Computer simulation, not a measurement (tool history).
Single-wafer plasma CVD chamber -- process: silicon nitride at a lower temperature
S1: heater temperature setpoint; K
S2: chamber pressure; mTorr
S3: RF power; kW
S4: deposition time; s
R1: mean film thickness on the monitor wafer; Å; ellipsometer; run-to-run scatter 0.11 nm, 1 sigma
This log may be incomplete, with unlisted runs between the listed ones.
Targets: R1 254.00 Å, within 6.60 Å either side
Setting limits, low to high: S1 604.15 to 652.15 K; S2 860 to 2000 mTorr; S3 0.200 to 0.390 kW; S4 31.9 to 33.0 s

run  hour      S1    S2     S3    S4      R1
  1   0.0  628.15  1430  0.295  31.9  311.93
  2   3.2  639.15  1430  0.295  31.9  309.97
  3   5.2  630.15  1430  0.295  31.9  309.53
  4  10.3  630.15  1430  0.330  31.9  331.19
  5  15.6  630.15  1340  0.330  31.9  319.89
  6  22.0  630.15  1190  0.315  31.9  294.36
  7  25.9  630.15  1090  0.310  31.9  279.58
  8  26.4  630.15  1020  0.305  31.9  266.46
  9  28.3  630.15   990  0.305  31.9  263.42

Next run, 5 choices. One meets every target within its allowed miss, the rest don't. Which?
  A  30.2  643.15   990  0.315  33.0   ?
  B  30.2  617.15   950  0.340  31.9   ?
  C  30.2  629.15  1140  0.300  31.9   ?
  D  30.2  629.15  1060  0.270  31.9   ?
  E  30.2  634.15  1180  0.310  31.9   ?

move      R1
   A  273.83
   B  270.73
   C  281.79
   D  255.46
   E  291.60
A: the biggest miss grows against the last run
B: the biggest miss grows against the last run
C: the biggest miss grows against the last run
D: each result inside its tolerance
E: the biggest miss grows against the last run
Answer: D
